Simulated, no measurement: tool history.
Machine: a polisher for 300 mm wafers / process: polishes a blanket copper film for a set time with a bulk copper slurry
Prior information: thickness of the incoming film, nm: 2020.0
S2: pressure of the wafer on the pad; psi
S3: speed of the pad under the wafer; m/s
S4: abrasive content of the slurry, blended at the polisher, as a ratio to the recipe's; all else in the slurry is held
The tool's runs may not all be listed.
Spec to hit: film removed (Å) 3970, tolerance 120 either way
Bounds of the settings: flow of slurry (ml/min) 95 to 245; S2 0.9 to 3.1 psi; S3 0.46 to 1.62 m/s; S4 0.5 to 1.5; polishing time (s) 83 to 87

Run 1, hour 0: flow of slurry (ml/min) 155, S2 2 psi, S3 1.04 m/s, S4 1, polishing time (s) 83. Result: film removed (Å) 4917.4.
Run 2, hour 5.4: flow of slurry (ml/min) 155, S2 2 psi, S3 1.04 m/s, S4 0.9, polishing time (s) 83. Result: film removed (Å) 4813.8.
Run 3, hour 12.6: flow of slurry (ml/min) 155, S2 2 psi, S3 1.16 m/s, S4 0.9, polishing time (s) 83. Result: film removed (Å) 5205.3.
Run 4, hour 19.8: flow of slurry (ml/min) 150, S2 1.9 psi, S3 1.16 m/s, S4 0.9, polishing time (s) 83. Result: film removed (Å) 5012.
Run 5, hour 27: flow of slurry (ml/min) 145, S2 1.8 psi, S3 1.16 m/s, S4 0.9, polishing time (s) 83. Result: film removed (Å) 4773.
Run 6, hour 28.4: flow of slurry (ml/min) 145, S2 1.8 psi, S3 1.16 m/s, S4 1.1, polishing time (s) 83. Result: film removed (Å) 4993.8.
Run 7, hour 29.1: flow of slurry (ml/min) 140, S2 1.7 psi, S3 1.16 m/s, S4 1.1, polishing time (s) 83. Result: film removed (Å) 4796.3.
Run 8, hour 37.7: flow of slurry (ml/min) 140, S2 1.6 psi, S3 1.16 m/s, S4 1.1, polishing time (s) 83. Result: film removed (Å) 4534.6.
Run 9, hour 40.8: flow of slurry (ml/min) 140, S2 1.5 psi, S3 1.16 m/s, S4 1.1, polishing time (s) 83. Result: film removed (Å) 4409.7.
Run 10, hour 44.7: flow of slurry (ml/min) 135, S2 1.4 psi, S3 1.16 m/s, S4 1.1, polishing time (s) 83. Result: film removed (Å) 4156.
Run 11, hour 53.5: flow of slurry (ml/min) 130, S2 1.4 psi, S3 1.16 m/s, S4 1.1, polishing time (s) 83. Result: film removed (Å) 4089.8.

5 next moves are on the table. One of them brings every result within its allowed miss. Which?
Run A, hour 62.3: flow of slurry (ml/min) 170, S2 1.4 psi, S3 1.08 m/s, S4 1.1, polishing time (s) 86. Result: film removed (Å) ?.
Run B, hour 62.3: flow of slurry (ml/min) 95, S2 1.8 psi, S3 1.02 m/s, S4 1.15, polishing time (s) 85. Result: film removed (Å) ?.
Run C, hour 62.3: flow of slurry (ml/min) 130, S2 1.2 psi, S3 1.18 m/s, S4 1.1, polishing time (s) 86. Result: film removed (Å) ?.
Run D, hour 62.3: flow of slurry (ml/min) 140, S2 1.2 psi, S3 1.38 m/s, S4 1.1, polishing time (s) 83. Result: film removed (Å) ?.
Run E, hour 62.3: flow of slurry (ml/min) 100, S2 1.3 psi, S3 1.26 m/s, S4 1.45, polishing time (s) 84. Result: film removed (Å) ?.

move  film removed (Å)
   A            4224.6
   B            4180.3
   C            3881.1
   D            4294.1
   E            4166.2
A: lands further from the targets than the last run did
B: lands further from the targets than the last run did
C: all results land within tolerance of their targets
D: lands further from the targets than the last run did
E: lands further from the targets than the last run did
Answer: C
